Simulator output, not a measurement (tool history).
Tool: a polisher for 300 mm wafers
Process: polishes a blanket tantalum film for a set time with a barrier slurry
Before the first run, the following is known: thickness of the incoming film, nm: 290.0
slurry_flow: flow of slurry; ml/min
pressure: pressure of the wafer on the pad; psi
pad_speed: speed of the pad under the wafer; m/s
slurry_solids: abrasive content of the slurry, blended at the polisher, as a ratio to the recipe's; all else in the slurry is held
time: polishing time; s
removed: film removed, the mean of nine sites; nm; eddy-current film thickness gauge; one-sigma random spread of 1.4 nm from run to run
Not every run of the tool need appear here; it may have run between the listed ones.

{"run": 1, "hour": 0.0, "slurry_flow": 275, "pressure": 1.6, "pad_speed": 0.98, "slurry_solids": 1.0, "time": 99, "removed": 106.17}
{"run": 2, "hour": 3.4, "slurry_flow": 275, "pressure": 1.6, "pad_speed": 0.98, "slurry_solids": 1.1, "time": 99, "removed": 110.25}
{"run": 3, "hour": 6.3, "slurry_flow": 275, "pressure": 1.2, "pad_speed": 0.98, "slurry_solids": 1.1, "time": 99, "removed": 82.47}
{"run": 4, "hour": 10.5, "slurry_flow": 275, "pressure": 1.2, "pad_speed": 0.98, "slurry_solids": 1.1, "time": 104, "removed": 86.85}
{"run": 5, "hour": 11.2, "slurry_flow": 275, "pressure": 1.2, "pad_speed": 0.98, "slurry_solids": 1.1, "time": 99, "removed": 83.271}
{"run": 6, "hour": 20.1, "slurry_flow": 275, "pressure": 1.2, "pad_speed": 0.98, "slurry_solids": 1.1, "time": 99, "removed": 82.171}
{"run": 7, "hour": 23.0, "slurry_flow": 280, "pressure": 1.5, "pad_speed": 0.98, "slurry_solids": 1.1, "time": 99, "removed": 101.83}
{"run": 8, "hour": 25.4, "slurry_flow": 280, "pressure": 1.7, "pad_speed": 0.98, "slurry_solids": 1.1, "time": 99, "removed": 115.44}
{"run": 9, "hour": 30.7, "slurry_flow": 280, "pressure": 1.9, "pad_speed": 0.98, "slurry_solids": 1.1, "time": 99, "removed": 128.43}
{"run": 10, "hour": 36.7, "slurry_flow": 280, "pressure": 2.1, "pad_speed": 0.98, "slurry_solids": 1.1, "time": 99, "removed": 142.76}

Run 11 is up next; what results do you expect?
{"run": 11, "hour": 44.4, "slurry_flow": 280, "pressure": 2.2, "pad_speed": 0.98, "slurry_solids": 1.1, "time": 99, "removed": "?"}

{"run 11": {"removed": 149.33}}
